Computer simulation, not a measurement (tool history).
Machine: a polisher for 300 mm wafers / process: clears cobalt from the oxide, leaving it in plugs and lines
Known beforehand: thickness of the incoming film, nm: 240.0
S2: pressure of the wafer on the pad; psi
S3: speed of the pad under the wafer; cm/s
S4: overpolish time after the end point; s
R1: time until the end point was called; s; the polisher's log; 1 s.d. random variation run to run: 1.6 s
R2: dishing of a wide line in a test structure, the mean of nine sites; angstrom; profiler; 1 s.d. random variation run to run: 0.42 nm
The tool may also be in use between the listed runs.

{"run": 1, "hour": 0.0, "flow of slurry (ml/min)": 180, "S2": 1.5, "S3": 112, "S4": 14, "R1": 60.571, "R2": 344.82}
{"run": 2, "hour": 2.1, "flow of slurry (ml/min)": 180, "S2": 1.3, "S3": 108, "S4": 15, "R1": 72.637, "R2": 333.97}
{"run": 3, "hour": 6.8, "flow of slurry (ml/min)": 180, "S2": 1.2, "S3": 106, "S4": 15, "R1": 79.313, "R2": 315.63}
{"run": 4, "hour": 15.9, "flow of slurry (ml/min)": 180, "S2": 1.2, "S3": 106, "S4": 20, "R1": 80.97, "R2": 366.73}
{"run": 5, "hour": 18.9, "flow of slurry (ml/min)": 160, "S2": 1.2, "S3": 106, "S4": 20, "R1": 78.728, "R2": 360.82}
{"run": 6, "hour": 21.1, "flow of slurry (ml/min)": 160, "S2": 1.1, "S3": 104, "S4": 20, "R1": 89.058, "R2": 335.62}

Estimate the outcome of run 7 from the log above:
{"run": 7, "hour": 28.0, "flow of slurry (ml/min)": 160, "S2": 1.1, "S3": 104, "S4": 20, "R1": "?", "R2": "?"}

R1: 88.404 s
R2: 345.08 angstrom

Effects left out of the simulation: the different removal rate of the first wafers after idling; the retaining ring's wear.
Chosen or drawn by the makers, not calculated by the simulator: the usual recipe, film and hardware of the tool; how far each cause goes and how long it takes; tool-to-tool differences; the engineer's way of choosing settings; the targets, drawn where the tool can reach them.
